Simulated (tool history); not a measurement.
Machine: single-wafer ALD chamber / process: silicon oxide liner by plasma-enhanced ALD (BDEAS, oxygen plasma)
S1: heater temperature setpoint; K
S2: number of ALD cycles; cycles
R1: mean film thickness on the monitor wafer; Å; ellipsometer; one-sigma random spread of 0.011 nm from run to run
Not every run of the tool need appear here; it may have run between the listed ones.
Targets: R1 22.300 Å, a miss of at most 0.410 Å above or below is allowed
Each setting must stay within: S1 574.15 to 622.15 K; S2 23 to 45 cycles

Run 1, hour 0.0: S1 598.15 K, S2 34 cycles. Result: R1 30.454 Å.
Run 2, hour 9.0: S1 591.15 K, S2 34 cycles. Result: R1 30.846 Å.
Run 3, hour 11.0: S1 593.15 K, S2 31 cycles. Result: R1 28.248 Å.
Run 4, hour 14.4: S1 593.15 K, S2 33 cycles. Result: R1 29.920 Å.
Run 5, hour 15.1: S1 593.15 K, S2 30 cycles. Result: R1 27.356 Å.
Run 6, hour 23.7: S1 595.15 K, S2 28 cycles. Result: R1 25.187 Å.
Run 7, hour 25.8: S1 599.15 K, S2 27 cycles. Result: R1 24.310 Å.
Run 8, hour 29.1: S1 600.15 K, S2 24 cycles. Result: R1 21.735 Å.
Run 9, hour 32.1: S1 599.15 K, S2 24 cycles. Result: R1 21.671 Å.

Consider the 5 candidate settings below. Which is the only one whose results all fall within their allowed miss of target?
Run A, hour 35.1: S1 593.15 K, S2 26 cycles. Result: R1 ?.
Run B, hour 35.1: S1 603.15 K, S2 25 cycles. Result: R1 ?.
Run C, hour 35.1: S1 603.15 K, S2 26 cycles. Result: R1 ?.
Run D, hour 35.1: S1 597.15 K, S2 26 cycles. Result: R1 ?.
Run E, hour 35.1: S1 607.15 K, S2 26 cycles. Result: R1 ?.

move      R1
   A  23.554
   B  22.361
   C  23.255
   D  23.434
   E  23.136
A: pushes the last run's worst result past its target
B: all results in spec
C: pushes the last run's worst result past its target
D: pushes the last run's worst result past its target
E: pushes the last run's worst result past its target
The move that meets every target is B.

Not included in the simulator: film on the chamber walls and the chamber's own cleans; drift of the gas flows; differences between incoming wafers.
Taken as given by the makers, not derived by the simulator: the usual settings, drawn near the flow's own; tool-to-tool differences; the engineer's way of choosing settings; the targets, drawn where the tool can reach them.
